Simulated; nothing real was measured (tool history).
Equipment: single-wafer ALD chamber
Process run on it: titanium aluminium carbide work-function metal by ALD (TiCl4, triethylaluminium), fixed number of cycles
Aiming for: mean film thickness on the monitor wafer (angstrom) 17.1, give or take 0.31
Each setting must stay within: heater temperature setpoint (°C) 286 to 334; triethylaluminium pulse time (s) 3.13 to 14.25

run  hour  heater temperature setpoint (°C)  triethylaluminium pulse time (s)  mean film thickness on the monitor wafer (angstrom)
  1     0                               310                              8.69                                               20.052
  2   2.4                               303                              7.45                                               18.862
  3   6.6                               298                              6.97                                               18.187
  4  14.4                               298                              7.85                                                18.63
  5  21.8                               298                              9.53                                               19.385
  6    30                               298                             11.47                                               19.749
  7  33.1                               294                              9.67                                               19.082
  8  41.6                               291                              8.27                                                18.37
  9  43.1                               289                              7.33                                               17.665

Of the 4 settings listed for the next run, only one would bring every result within its allowed miss of target. Which one?
  A  44.6                               294                             10.17                                                    ?
  B  44.6                               290                              7.22                                                    ?
  C  44.6                               295                              7.07                                                    ?
  D  44.6                               286                              6.87                                                    ?

move  mean film thickness on the monitor wafer (angstrom)
   A                                               19.298
   B                                               17.777
   C                                               18.072
   D                                                17.21
A: misses by more than the last run did
B: misses by more than the last run did
C: misses by more than the last run did
D: all results land within tolerance of their targets
D is the move that brings every result within its allowed miss.
